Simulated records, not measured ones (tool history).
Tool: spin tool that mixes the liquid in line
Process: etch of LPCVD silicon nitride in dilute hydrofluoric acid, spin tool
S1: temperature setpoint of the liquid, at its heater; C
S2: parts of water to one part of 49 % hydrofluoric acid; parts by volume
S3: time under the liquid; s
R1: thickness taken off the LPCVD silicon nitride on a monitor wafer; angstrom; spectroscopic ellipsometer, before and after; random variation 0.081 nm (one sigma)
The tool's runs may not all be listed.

run 1 hour=0.0 | S1=20.0 S2=60 S3=310 | R1=19.900
run 2 hour=9.0 | S1=20.0 S2=60 S3=310 | R1=20.122
run 3 hour=9.6 | S1=21.0 S2=60 S3=310 | R1=20.782
run 4 hour=14.6 | S1=19.5 S2=60 S3=310 | R1=18.641
run 5 hour=18.1 | S1=20.5 S2=60 S3=310 | R1=20.910
run 6 hour=20.3 | S1=22.5 S2=60 S3=310 | R1=23.505

Forecast run 7:
run 7 hour=28.8 | S1=23.0 S2=60 S3=310 | R1=?

R1: 24.086 angstrom

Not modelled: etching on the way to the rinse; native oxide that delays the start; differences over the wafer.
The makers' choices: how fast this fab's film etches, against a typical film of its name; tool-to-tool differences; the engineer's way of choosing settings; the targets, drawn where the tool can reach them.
